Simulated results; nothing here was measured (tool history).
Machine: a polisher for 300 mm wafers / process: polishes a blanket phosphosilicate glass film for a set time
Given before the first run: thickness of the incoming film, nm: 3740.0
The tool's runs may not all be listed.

run  hour  flow of slurry (ml/min)  pressure of the wafer on the pad (kPa)  speed of the pad under the wafer (m/s)  abrasive content of the slurry  polishing time (s)  film removed (Å)
  1   0.0                      280                                    19.3                                    1.06                             1.0                 113            8062.9
  2   3.6                      280                                    19.3                                    1.28                             1.0                 113            9115.3
  3   5.5                      215                                    19.3                                    1.28                             1.0                 113            8878.3
  4  12.8                      215                                    19.3                                    1.28                             1.2                 113            9622.0
  5  21.9                      215                                    19.3                                    1.28                             1.2                 113            9432.6
  6  26.6                      215                                    19.3                                    1.28                             1.2                 118            9999.7
  7  28.0                      215                                    17.9                                    1.24                             1.2                 118            9222.6
  8  31.0                      215                                    16.5                                    1.18                             1.2                 118            8120.9
  9  35.0                      215                                    15.9                                    1.14                             1.2                 118            7523.3
 10  35.8                      215                                    15.2                                    1.12                             1.2                 118            7324.5
 11  37.2                      215                                    14.5                                    1.08                             1.2                 118            6701.3

Expected results for the next run?
 12  44.0                      215                                    13.8                                    1.06                             1.2                 118                 ?

Run 12 produced film removed (Å) 6333.8.
